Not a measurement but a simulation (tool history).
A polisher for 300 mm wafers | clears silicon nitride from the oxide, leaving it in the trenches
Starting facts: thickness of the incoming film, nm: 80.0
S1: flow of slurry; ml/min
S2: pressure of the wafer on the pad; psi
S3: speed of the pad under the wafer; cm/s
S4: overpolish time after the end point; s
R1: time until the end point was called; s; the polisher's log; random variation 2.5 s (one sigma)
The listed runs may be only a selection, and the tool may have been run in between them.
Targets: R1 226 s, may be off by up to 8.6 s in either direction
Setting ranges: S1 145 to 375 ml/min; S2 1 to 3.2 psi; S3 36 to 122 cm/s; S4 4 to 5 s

run 1 day=0 | S1=240 S2=2.1 S3=78 S4=5 | R1=149.34
run 2 day=0.029 | S1=240 S2=1.8 S3=78 S4=5 | R1=169.54
run 3 day=0.354 | S1=240 S2=1.8 S3=78 S4=4 | R1=174.15
run 4 day=0.658 | S1=240 S2=1.8 S3=78 S4=4 | R1=171.15
run 5 day=0.921 | S1=240 S2=1.8 S3=78 S4=5 | R1=171.17
run 6 day=1.154 | S1=265 S2=1.8 S3=78 S4=5 | R1=170.59
run 7 day=1.338 | S1=265 S2=1.6 S3=78 S4=5 | R1=191.54
run 8 day=1.583 | S1=265 S2=1.5 S3=78 S4=5 | R1=204.62

Which single option among these 4 for the next run brings every result within its allowed miss of target? Just one does.
run A day=1.829 | S1=330 S2=1.8 S3=64 S4=4 | R1=?
run B day=1.829 | S1=275 S2=1.5 S3=74 S4=4 | R1=?
run C day=1.829 | S1=175 S2=1.5 S3=84 S4=4 | R1=?
run D day=1.829 | S1=295 S2=1.4 S3=74 S4=5 | R1=?

move=A R1=199.51
move=B R1=209.66
move=C R1=195.83
move=D R1=222.24
A: lands further from the targets than the last run did
B: nearer than the last run, and not there yet
C: lands further from the targets than the last run did
D: in spec on every target
The move that meets every target is D.
